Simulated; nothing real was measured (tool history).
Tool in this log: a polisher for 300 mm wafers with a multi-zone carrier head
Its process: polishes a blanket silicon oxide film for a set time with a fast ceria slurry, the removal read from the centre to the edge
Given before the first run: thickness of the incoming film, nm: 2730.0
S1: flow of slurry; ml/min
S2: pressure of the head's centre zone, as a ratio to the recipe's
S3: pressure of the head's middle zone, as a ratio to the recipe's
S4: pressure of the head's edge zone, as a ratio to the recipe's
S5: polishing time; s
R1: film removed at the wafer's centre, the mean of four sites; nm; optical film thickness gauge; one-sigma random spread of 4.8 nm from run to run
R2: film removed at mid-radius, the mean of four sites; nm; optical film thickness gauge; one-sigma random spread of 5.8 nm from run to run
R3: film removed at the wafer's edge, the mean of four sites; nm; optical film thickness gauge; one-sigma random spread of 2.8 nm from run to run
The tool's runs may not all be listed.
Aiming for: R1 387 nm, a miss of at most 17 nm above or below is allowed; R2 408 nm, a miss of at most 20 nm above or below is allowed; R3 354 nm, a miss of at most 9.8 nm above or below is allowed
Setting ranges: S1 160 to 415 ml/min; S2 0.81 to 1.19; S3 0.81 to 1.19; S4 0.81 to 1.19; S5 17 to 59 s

run	hour	S1	S2	S3	S4	S5	R1	R2	R3
1	0	265	1	1	1	38	729.11	645.14	634.35
2	2.4	265	1	0.93	1	38	722.63	617.84	645.53
3	8.8	320	1	0.93	1	38	741.17	599.39	641.03
4	17.1	320	1	0.87	1	38	722.49	585.68	646.74
5	26	320	1	0.83	1	38	730.46	553.61	640.57
6	29.8	320	1	0.83	1	35	667.52	533.72	600.08
7	34.6	310	0.98	0.87	0.95	29	541.48	446.11	480.22
# hour 42.4: centre zone pressure recalibrated
8	42.4	295	0.94	0.94	0.91	27	442.89	440.87	434.78
9	49.2	295	0.95	0.97	0.88	25	411.66	414.6	393.28
10	51.1	265	0.96	1.05	0.81	24	403.44	436.37	368.33

Which one of the following 4 next-run settings gets every result inside its allowed miss? There is exactly one.
A	53	255	0.98	1.05	0.84	23	?	?	?
B	53	395	0.87	1.12	0.81	24	?	?	?
C	53	260	0.93	1.14	0.81	25	?	?	?
D	53	215	1.06	1.02	0.81	24	?	?	?

move	R1	R2	R3
A	385.07	402.78	349.72
B	379.66	463.27	370.5
C	401.15	470.92	374.3
D	419.92	400.97	353.34
A: meets every target
B: its largest miss is bigger than the last run's
C: its largest miss is bigger than the last run's
D: the furthest-off result lands on target, but another misses its tolerance
Move A is the one to make.

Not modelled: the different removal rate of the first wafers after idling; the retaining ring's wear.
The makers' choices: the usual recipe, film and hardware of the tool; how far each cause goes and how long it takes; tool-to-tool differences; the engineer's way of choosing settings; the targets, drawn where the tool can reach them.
